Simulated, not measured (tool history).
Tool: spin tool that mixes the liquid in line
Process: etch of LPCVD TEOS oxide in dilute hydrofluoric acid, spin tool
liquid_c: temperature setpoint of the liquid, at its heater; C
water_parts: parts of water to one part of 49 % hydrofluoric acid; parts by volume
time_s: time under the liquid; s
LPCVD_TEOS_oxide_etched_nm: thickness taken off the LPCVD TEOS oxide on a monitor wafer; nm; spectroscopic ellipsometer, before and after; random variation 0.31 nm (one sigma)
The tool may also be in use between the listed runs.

run  hour  liquid_c  water_parts  time_s  LPCVD_TEOS_oxide_etched_nm
  1   0.0      25.0          105     105                      25.686
  2   1.2      26.5          105     105                      27.324
  3   7.2      26.5          120     105                      22.814
  4  12.7      28.0          115     105                      26.008
  5  18.0      29.5          115     105                      26.834
  6  19.1      29.5          115     110                      28.357

Forecast run 7:
  7  26.4      30.5          115     110                           ?

{"run 7": {"LPCVD_TEOS_oxide_etched_nm": 29.366}}

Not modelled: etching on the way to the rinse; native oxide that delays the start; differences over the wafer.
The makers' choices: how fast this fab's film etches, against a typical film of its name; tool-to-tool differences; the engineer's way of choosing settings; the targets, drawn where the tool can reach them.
